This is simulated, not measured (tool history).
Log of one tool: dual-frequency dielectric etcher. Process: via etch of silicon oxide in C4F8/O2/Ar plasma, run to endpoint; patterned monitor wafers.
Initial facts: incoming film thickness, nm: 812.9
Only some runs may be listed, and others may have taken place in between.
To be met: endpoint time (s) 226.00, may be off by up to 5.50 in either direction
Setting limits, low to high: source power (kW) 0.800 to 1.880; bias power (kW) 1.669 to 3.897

{"run": 1, "day": 0.0, "source power (kW)": 1.34, "bias power (kW)": 2.783, "endpoint time (s)": 185.88}
{"run": 2, "day": 0.267, "source power (kW)": 1.24, "bias power (kW)": 2.676, "endpoint time (s)": 195.13}
{"run": 3, "day": 0.517, "source power (kW)": 1.16, "bias power (kW)": 2.633, "endpoint time (s)": 202.57}
{"run": 4, "day": 0.658, "source power (kW)": 1.1, "bias power (kW)": 2.607, "endpoint time (s)": 206.21}
{"run": 5, "day": 0.829, "source power (kW)": 1.22, "bias power (kW)": 2.607, "endpoint time (s)": 197.7}
{"run": 6, "day": 1.117, "source power (kW)": 1.15, "bias power (kW)": 2.57, "endpoint time (s)": 205.18}
{"run": 7, "day": 1.258, "source power (kW)": 1.1, "bias power (kW)": 2.549, "endpoint time (s)": 207.92}
{"run": 8, "day": 1.371, "source power (kW)": 1.06, "bias power (kW)": 2.526, "endpoint time (s)": 214.12}

Which one of the following 5 next-run settings gets every result inside its allowed miss? There is exactly one.
{"run": "A", "day": 1.483, "source power (kW)": 0.98, "bias power (kW)": 2.952, "endpoint time (s)": "?"}
{"run": "B", "day": 1.483, "source power (kW)": 0.98, "bias power (kW)": 2.347, "endpoint time (s)": "?"}
{"run": "C", "day": 1.483, "source power (kW)": 1.09, "bias power (kW)": 2.599, "endpoint time (s)": "?"}
{"run": "D", "day": 1.483, "source power (kW)": 1.44, "bias power (kW)": 2.091, "endpoint time (s)": "?"}
{"run": "E", "day": 1.483, "source power (kW)": 0.93, "bias power (kW)": 2.981, "endpoint time (s)": "?"}

move=A endpoint_time_(s)=203.53
move=B endpoint_time_(s)=226.74
move=C endpoint_time_(s)=207.04
move=D endpoint_time_(s)=205.34
move=E endpoint_time_(s)=206.83
A: misses by more than the last run did
B: all results land within tolerance of their targets
C: misses by more than the last run did
D: misses by more than the last run did
E: misses by more than the last run did
B is the move that brings every result within its allowed miss.
